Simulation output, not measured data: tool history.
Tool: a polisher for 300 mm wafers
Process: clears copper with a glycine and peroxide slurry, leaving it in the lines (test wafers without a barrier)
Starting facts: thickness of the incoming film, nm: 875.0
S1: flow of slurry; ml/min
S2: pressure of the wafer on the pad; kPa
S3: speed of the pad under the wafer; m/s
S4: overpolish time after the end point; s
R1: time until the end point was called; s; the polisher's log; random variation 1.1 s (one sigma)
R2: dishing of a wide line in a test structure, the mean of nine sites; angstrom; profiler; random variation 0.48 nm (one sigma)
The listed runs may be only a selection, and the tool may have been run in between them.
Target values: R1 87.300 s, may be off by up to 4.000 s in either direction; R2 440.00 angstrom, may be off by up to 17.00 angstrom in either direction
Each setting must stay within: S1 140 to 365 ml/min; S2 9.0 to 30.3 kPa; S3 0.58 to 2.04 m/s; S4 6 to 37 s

{"run": 1, "hour": 0.0, "S1": 235, "S2": 19.3, "S3": 1.3, "S4": 19, "R1": 130.37, "R2": 387.77}
{"run": 2, "hour": 7.4, "S1": 235, "S2": 22.1, "S3": 1.32, "S4": 19, "R1": 115.09, "R2": 405.41}
{"run": 3, "hour": 16.3, "S1": 235, "S2": 24.1, "S3": 1.34, "S4": 19, "R1": 109.75, "R2": 423.47}
{"run": 4, "hour": 19.5, "S1": 235, "S2": 26.2, "S3": 1.38, "S4": 18, "R1": 99.125, "R2": 412.02}
{"run": 5, "hour": 23.7, "S1": 205, "S2": 26.2, "S3": 1.38, "S4": 18, "R1": 104.5, "R2": 417.73}
{"run": 6, "hour": 25.8, "S1": 205, "S2": 26.2, "S3": 1.38, "S4": 15, "R1": 100.45, "R2": 410.4}
{"run": 7, "hour": 28.7, "S1": 215, "S2": 27.6, "S3": 1.38, "S4": 16, "R1": 95.148, "R2": 418.46}
{"run": 8, "hour": 36.7, "S1": 220, "S2": 28.3, "S3": 1.38, "S4": 17, "R1": 93.98, "R2": 422.56}
{"run": 9, "hour": 45.5, "S1": 225, "S2": 29.0, "S3": 1.38, "S4": 18, "R1": 92.528, "R2": 431.9}

4 next moves are on the table. One of them brings every result within its allowed miss. Which?
{"run": "A", "hour": 54.3, "S1": 170, "S2": 24.8, "S3": 1.4, "S4": 23, "R1": "?", "R2": "?"}
{"run": "B", "hour": 54.3, "S1": 265, "S2": 29.6, "S3": 1.32, "S4": 14, "R1": "?", "R2": "?"}
{"run": "C", "hour": 54.3, "S1": 250, "S2": 28.3, "S3": 1.5, "S4": 20, "R1": "?", "R2": "?"}
{"run": "D", "hour": 54.3, "S1": 210, "S2": 26.2, "S3": 1.62, "S4": 14, "R1": "?", "R2": "?"}

move=A R1=107.640 R2=435.08
move=B R1=93.408 R2=406.29
move=C R1=86.913 R2=441.49
move=D R1=87.809 R2=407.08
A: its largest miss is bigger than the last run's
B: its largest miss is bigger than the last run's
C: hits every target within its allowed miss
D: gets the furthest-off result to its target, but another result is out of tolerance
Answer: C
